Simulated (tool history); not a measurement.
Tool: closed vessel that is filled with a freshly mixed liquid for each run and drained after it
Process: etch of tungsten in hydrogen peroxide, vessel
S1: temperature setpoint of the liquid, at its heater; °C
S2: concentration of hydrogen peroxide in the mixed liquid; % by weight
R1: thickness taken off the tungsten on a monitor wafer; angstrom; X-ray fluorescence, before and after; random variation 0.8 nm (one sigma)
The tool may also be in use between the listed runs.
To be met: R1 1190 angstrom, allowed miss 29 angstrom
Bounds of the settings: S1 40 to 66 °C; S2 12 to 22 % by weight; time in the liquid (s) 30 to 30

run 1 day=0 | S1=56 S2=15 time_in_the_liquid_(s)=30 | R1=593.19
run 2 day=0.125 | S1=59.5 S2=15 time_in_the_liquid_(s)=30 | R1=723.62
run 3 day=0.4 | S1=59.5 S2=13.5 time_in_the_liquid_(s)=30 | R1=680.99
run 4 day=0.6 | S1=61 S2=14.5 time_in_the_liquid_(s)=30 | R1=772.5
run 5 day=0.738 | S1=61 S2=14.5 time_in_the_liquid_(s)=30 | R1=784.06
run 6 day=1.088 | S1=62 S2=15 time_in_the_liquid_(s)=30 | R1=832.71
run 7 day=1.362 | S1=63 S2=15.5 time_in_the_liquid_(s)=30 | R1=887.86
run 8 day=1.733 | S1=63.5 S2=16.5 time_in_the_liquid_(s)=30 | R1=953.91
run 9 day=1.908 | S1=63.5 S2=16.5 time_in_the_liquid_(s)=30 | R1=959.84
run 10 day=1.992 | S1=64 S2=17 time_in_the_liquid_(s)=30 | R1=989.3
run 11 day=2.062 | S1=64.5 S2=17.5 time_in_the_liquid_(s)=30 | R1=1044.5

Which of these 4 next moves meets every target?
run A day=2.133 | S1=66 S2=17.5 time_in_the_liquid_(s)=30 | R1=?
run B day=2.133 | S1=62 S2=16.5 time_in_the_liquid_(s)=30 | R1=?
run C day=2.133 | S1=66 S2=19.5 time_in_the_liquid_(s)=30 | R1=?
run D day=2.133 | S1=65.5 S2=19 time_in_the_liquid_(s)=30 | R1=?

move=A R1=1119.5
move=B R1=868.37
move=C R1=1181.8
move=D R1=1134.5
A: nearer than the last run, and not there yet
B: further off than the last run
C: meets every target
D: nearer than the last run, and not there yet
Move C is the one to make.

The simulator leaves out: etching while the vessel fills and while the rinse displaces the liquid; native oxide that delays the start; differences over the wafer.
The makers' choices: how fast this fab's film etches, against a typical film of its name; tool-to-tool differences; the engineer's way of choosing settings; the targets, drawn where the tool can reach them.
